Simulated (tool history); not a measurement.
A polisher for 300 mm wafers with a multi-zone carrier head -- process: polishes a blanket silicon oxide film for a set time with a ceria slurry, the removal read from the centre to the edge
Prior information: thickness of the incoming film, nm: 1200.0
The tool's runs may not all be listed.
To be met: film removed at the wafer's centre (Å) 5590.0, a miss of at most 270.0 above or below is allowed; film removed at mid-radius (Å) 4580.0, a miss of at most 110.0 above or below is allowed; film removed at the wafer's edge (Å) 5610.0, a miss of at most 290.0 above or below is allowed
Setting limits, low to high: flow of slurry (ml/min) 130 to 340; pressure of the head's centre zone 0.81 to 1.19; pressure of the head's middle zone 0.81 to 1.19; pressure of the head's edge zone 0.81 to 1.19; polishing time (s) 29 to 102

run  hour  flow of slurry (ml/min)  pressure of the head's centre zone  pressure of the head's middle zone  pressure of the head's edge zone  polishing time (s)  film removed at the wafer's centre (Å)  film removed at mid-radius (Å)  film removed at the wafer's edge (Å)
  1   0.0                      220                                1.00                                1.00                              1.00                  65                                  3759.4                          3568.5                                3624.7
  2   8.1                      220                                1.00                                0.94                              1.00                  65                                  3610.6                          3405.3                                3588.2
  3  11.5                      220                                0.93                                0.94                              1.00                  65                                  3551.5                          3421.0                                3564.5
  4  15.1                      220                                1.00                                0.94                              1.00                  65                                  3655.9                          3446.8                                3567.8
  5  20.1                      220                                1.06                                0.94                              1.00                  65                                  3924.4                          3423.7                                3687.0
     29.0  -- worn pad replaced by a new one
  6  29.0                      215                                1.08                                0.94                              1.06                  71                                  4653.3                          3941.6                                4455.9
  7  33.5                      210                                1.09                                0.95                              1.10                  72                                  4697.9                          4092.8                                4516.1
  8  36.7                      215                                1.10                                0.93                              1.13                  74                                  5018.5                          4093.5                                4751.8

Which of these 4 next moves meets every target?
  A  39.9                      210                                1.06                                0.87                              1.19                  87                                       ?                               ?                                     ?
  B  39.9                      220                                1.16                                1.07                              1.09                  79                                       ?                               ?                                     ?
  C  39.9                      290                                1.18                                1.01                              1.10                  75                                       ?                               ?                                     ?
  D  39.9                      260                                1.17                                0.93                              1.10                  77                                       ?                               ?                                     ?

move  film removed at the wafer's centre (Å)  film removed at mid-radius (Å)  film removed at the wafer's edge (Å)
   A                                  5562.0                          4634.2                                5409.0
   B                                  5563.7                          5024.8                                4696.6
   C                                  5511.1                          4647.5                                4561.0
   D                                  5551.9                          4413.0                                4656.6
A: in spec on every target
B: the result that was furthest off in the last run now lies on the other side of its target
C: puts the biggest miss on target and leaves a different result outside tolerance
D: moves toward the targets from the last run without getting all of them in spec
Correct choice: A, which meets every target
